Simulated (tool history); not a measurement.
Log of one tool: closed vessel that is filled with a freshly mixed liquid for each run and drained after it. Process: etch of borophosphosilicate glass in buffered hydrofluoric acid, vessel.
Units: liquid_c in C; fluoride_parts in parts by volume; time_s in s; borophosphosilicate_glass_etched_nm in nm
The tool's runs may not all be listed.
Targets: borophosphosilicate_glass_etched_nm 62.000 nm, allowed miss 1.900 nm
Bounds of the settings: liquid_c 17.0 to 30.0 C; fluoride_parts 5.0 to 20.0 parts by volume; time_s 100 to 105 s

| run | hour | liquid_c | fluoride_parts | time_s | borophosphosilicate_glass_etched_nm |
|---|---|---|---|---|---|
| 1 | 0.0 | 22.0 | 12.0 | 100 | 117.780 |
| 2 | 1.2 | 22.0 | 9.0 | 100 | 151.480 |
| 3 | 6.5 | 22.0 | 10.5 | 100 | 137.420 |
| 4 | 10.9 | 22.0 | 10.5 | 100 | 136.030 |
| 5 | 16.1 | 22.0 | 12.5 | 100 | 114.620 |
| 6 | 18.7 | 22.0 | 15.0 | 100 | 96.484 |
| 7 | 24.1 | 22.0 | 15.0 | 100 | 95.816 |
| 8 | 30.9 | 20.5 | 15.5 | 100 | 85.962 |
| 9 | 34.3 | 19.5 | 16.0 | 100 | 76.498 |

4 next moves are on the table. One of them brings every result within its allowed miss. Which?
| A | 37.7 | 20.0 | 15.0 | 100 | ? |
| B | 37.7 | 20.5 | 15.0 | 105 | ? |
| C | 37.7 | 18.0 | 18.5 | 100 | ? |
| D | 37.7 | 19.5 | 15.0 | 105 | ? |

| move | borophosphosilicate_glass_etched_nm |
|---|---|
| A | 85.243 |
| B | 92.016 |
| C | 61.942 |
| D | 87.056 |
A: further off than the last run
B: further off than the last run
C: meets every target
D: further off than the last run
The right move is C.
